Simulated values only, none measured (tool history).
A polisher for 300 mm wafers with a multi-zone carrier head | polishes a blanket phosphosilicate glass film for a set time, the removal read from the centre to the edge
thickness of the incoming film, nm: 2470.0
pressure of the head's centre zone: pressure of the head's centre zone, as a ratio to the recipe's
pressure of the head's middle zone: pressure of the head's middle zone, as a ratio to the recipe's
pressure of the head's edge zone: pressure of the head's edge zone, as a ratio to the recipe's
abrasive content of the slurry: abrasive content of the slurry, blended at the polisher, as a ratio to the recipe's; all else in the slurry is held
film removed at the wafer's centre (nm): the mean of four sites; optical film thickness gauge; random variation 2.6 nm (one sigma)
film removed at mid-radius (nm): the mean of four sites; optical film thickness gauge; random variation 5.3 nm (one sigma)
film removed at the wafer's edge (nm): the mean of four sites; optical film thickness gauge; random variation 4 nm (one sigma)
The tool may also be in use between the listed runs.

run    day  flow of slurry (ml/min)  pressure of the head's centre zone  pressure of the head's middle zone  pressure of the head's edge zone  abrasive content of the slurry  polishing time (s)  film removed at the wafer's centre (nm)  film removed at mid-radius (nm)  film removed at the wafer's edge (nm)
  1  0.000                      220                                1.00                                1.00                              1.00                            1.00                  87                                   653.04                           658.68                                 689.68
  2  0.250                      205                                0.95                                0.98                              0.97                            0.90                  87                                   583.66                           602.93                                 641.27
  3  0.596                      190                                0.91                                0.98                              0.95                            0.80                  87                                   522.82                           576.40                                 594.68
  4  0.808                      190                                0.91                                0.98                              0.95                            0.80                  94                                   569.48                           606.87                                 639.03
  5  1.088                      190                                0.91                                0.98                              0.89                            0.80                  94                                   572.28                           614.81                                 618.29
  6  1.238                      190                                0.91                                0.98                              0.89                            0.80                  80                                   481.79                           524.40                                 519.65
  7  1.325                      180                                0.89                                0.97                              0.91                            0.80                  80                                   471.87                           515.53                                 529.28
  8  1.488                      145                                0.81                                0.94                              0.92                            0.75                  80                                   400.58                           472.78                                 503.08

Forecast run 9:
  9  1.517                      160                                0.81                                0.94                              0.93                            0.75                  80                                        ?                                ?                                      ?

Run 9 gave film removed at the wafer's centre (nm) 411.26, film removed at mid-radius (nm) 475.55, film removed at the wafer's edge (nm) 503.85.

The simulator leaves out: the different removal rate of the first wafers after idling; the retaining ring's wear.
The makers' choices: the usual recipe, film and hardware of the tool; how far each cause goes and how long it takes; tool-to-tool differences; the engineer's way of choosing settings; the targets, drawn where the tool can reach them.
